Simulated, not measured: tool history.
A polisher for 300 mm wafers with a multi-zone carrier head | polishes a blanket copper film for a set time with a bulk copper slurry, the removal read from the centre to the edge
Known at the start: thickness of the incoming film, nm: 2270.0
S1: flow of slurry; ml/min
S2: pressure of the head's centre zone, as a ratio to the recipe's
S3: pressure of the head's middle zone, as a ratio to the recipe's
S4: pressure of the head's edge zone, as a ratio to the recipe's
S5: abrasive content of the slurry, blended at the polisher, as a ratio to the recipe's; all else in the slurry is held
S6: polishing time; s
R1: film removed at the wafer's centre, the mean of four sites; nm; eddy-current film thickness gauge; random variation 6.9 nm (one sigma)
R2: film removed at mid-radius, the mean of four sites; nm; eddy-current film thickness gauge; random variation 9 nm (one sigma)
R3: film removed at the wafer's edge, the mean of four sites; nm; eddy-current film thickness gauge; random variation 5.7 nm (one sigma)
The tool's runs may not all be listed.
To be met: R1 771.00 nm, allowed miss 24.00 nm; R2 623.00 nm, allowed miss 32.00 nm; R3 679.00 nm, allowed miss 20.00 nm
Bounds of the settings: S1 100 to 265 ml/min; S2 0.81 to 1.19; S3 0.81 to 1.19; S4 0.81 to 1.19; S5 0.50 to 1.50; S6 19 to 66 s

run  hour   S1    S2    S3    S4    S5  S6      R1      R2      R3
  1   0.0  170  1.00  1.00  1.00  1.00  42  615.76  611.41  629.62
  2   0.7  170  1.00  1.00  1.00  1.00  51  753.14  753.80  761.27
  3   6.5  170  1.00  1.00  0.97  1.00  51  757.82  729.79  771.06
  4  15.4  170  1.00  1.00  0.91  1.00  51  751.36  747.71  738.83
  5  18.2  170  1.07  1.00  0.91  1.00  51  806.70  731.11  745.43
  6  19.0  160  1.08  0.98  0.89  0.95  51  797.96  732.18  730.82
  7  24.4  165  1.09  0.95  0.89  0.90  50  791.39  698.64  708.48
  8  30.8  160  1.09  0.92  0.89  0.90  50  789.10  671.85  701.60
  9  38.6  155  1.09  0.90  0.89  0.90  50  759.28  670.07  702.09
 10  43.9  160  1.10  0.88  0.89  0.85  50  788.56  642.25  687.79
 11  46.4  160  1.10  0.88  0.89  0.85  50  782.30  641.23  694.07
 12  48.4  160  1.10  0.87  0.89  0.85  50  794.27  639.93  699.99

Which of these 4 next moves meets every target?
  A  50.4  200  1.18  0.86  0.83  0.80  48   ?   ?   ?
  B  50.4  210  1.04  0.84  0.89  0.80  51   ?   ?   ?
  C  50.4  165  1.05  0.82  0.88  0.95  52   ?   ?   ?
  D  50.4  190  1.12  0.87  0.93  0.80  47   ?   ?   ?

move      R1      R2      R3
   A  829.65  633.07  665.27
   B  782.20  667.51  727.13
   C  793.22  663.11  738.51
   D  764.24  619.92  672.63
A: brings the result that was furthest off to its target, and leaves another outside
B: further off than the last run
C: further off than the last run
D: meets every target
Move D is the one to make.
